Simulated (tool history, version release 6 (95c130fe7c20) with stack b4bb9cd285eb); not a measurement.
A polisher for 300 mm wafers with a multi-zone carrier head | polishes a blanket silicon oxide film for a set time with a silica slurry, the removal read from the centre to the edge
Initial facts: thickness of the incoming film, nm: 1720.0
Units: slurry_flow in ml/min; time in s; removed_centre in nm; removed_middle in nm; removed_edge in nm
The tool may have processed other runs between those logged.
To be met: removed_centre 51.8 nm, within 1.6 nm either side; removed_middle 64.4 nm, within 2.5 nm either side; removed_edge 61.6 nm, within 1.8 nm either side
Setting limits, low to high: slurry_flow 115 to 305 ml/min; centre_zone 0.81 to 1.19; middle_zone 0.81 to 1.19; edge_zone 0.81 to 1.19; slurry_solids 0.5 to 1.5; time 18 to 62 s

| run | hour | slurry_flow | centre_zone | middle_zone | edge_zone | slurry_solids | time | removed_centre | removed_middle | removed_edge |
|---|---|---|---|---|---|---|---|---|---|---|
| 1 | 0 | 195 | 1 | 1 | 1 | 1 | 40 | 120.79 | 122.61 | 119.1 |
| 2 | 1.4 | 195 | 1 | 1 | 1 | 1.15 | 40 | 129.24 | 127.91 | 127.06 |
| 3 | 4.6 | 195 | 1 | 1.08 | 1 | 1.15 | 40 | 131.25 | 137.64 | 126.34 |
| 4 | 11.6 | 165 | 1 | 1.08 | 1 | 1.15 | 40 | 123.45 | 133.69 | 126.62 |
| 5 | 17.9 | 165 | 0.98 | 1.06 | 0.99 | 1.05 | 38 | 112.32 | 120.37 | 112.23 |
| 6 | 23.5 | 165 | 0.98 | 1.06 | 1.03 | 1.05 | 38 | 112.56 | 119.36 | 115.91 |
| 7 | 31.2 | 165 | 0.98 | 1.06 | 1.03 | 1.05 | 38 | 113.98 | 121.06 | 117.62 |
| 8 | 33.9 | 125 | 0.88 | 1.03 | 0.94 | 0.8 | 27 | 59.884 | 70.171 | 67.438 |
| 9 | 38.7 | 125 | 0.87 | 1.03 | 0.93 | 0.8 | 27 | 59.7 | 68.512 | 66.756 |
| 10 | 42.4 | 125 | 0.86 | 1.03 | 0.93 | 0.8 | 27 | 58.712 | 69.151 | 65.915 |
| 11 | 44.5 | 125 | 0.85 | 1.03 | 0.93 | 0.8 | 27 | 57.524 | 70.261 | 67.244 |

Below are 5 possible settings for the next run. Only one of them brings all results inside the allowed miss of their targets. Which is it?
| A | 46.6 | 125 | 0.85 | 0.94 | 0.96 | 0.9 | 25 | ? | ? | ? |
| B | 46.6 | 115 | 0.83 | 0.92 | 1.02 | 0.6 | 30 | ? | ? | ? |
| C | 46.6 | 115 | 0.84 | 0.86 | 1.01 | 1 | 24 | ? | ? | ? |
| D | 46.6 | 115 | 0.81 | 0.99 | 0.86 | 0.5 | 34 | ? | ? | ? |
| E | 46.6 | 210 | 0.95 | 1.19 | 0.9 | 0.85 | 21 | ? | ? | ? |

| move | removed_centre | removed_middle | removed_edge |
|---|---|---|---|
| A | 56.535 | 62.929 | 66.323 |
| B | 52.34 | 58.762 | 65.252 |
| C | 55.265 | 57.993 | 67.828 |
| D | 51.836 | 63.416 | 61.063 |
| E | 56.788 | 68.183 | 55.616 |
A: better than the last run, though not everything is in spec
B: corrects the largest miss of the last run, while another result sits out of spec
C: just as far off the targets as the last run
D: each result inside its tolerance
E: better than the last run, though not everything is in spec
D is the move that brings every result within its allowed miss.
